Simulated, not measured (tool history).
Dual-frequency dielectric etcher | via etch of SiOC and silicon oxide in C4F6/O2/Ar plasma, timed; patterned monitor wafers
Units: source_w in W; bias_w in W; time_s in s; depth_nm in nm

run  hour  source_w  bias_w  time_s  depth_nm
  1   0.0       430     121      71    77.945
  2   2.3       360     121      71    73.594
  3   3.2       350     119      71    72.543
  4  12.2       350     119      74    75.699
  5  17.0       340     116      74    74.890
  6  18.4       330     113      74    73.641
  7  27.0       330     113      74    73.031
  8  36.0       320     112      74    72.670
  9  36.7       310     110      74    71.621
 10  43.6       300     108      74    70.434
 11  46.6       290     107      74    69.972
 12  51.9       290     106      74    69.310
 13  56.3       290     105      74    69.269
 14  59.9       290     104      74    69.366

Run 15 comes next. What will it give?
 15  64.2       290     103      74         ?

Run 15 gave depth_nm 69.572 nm.

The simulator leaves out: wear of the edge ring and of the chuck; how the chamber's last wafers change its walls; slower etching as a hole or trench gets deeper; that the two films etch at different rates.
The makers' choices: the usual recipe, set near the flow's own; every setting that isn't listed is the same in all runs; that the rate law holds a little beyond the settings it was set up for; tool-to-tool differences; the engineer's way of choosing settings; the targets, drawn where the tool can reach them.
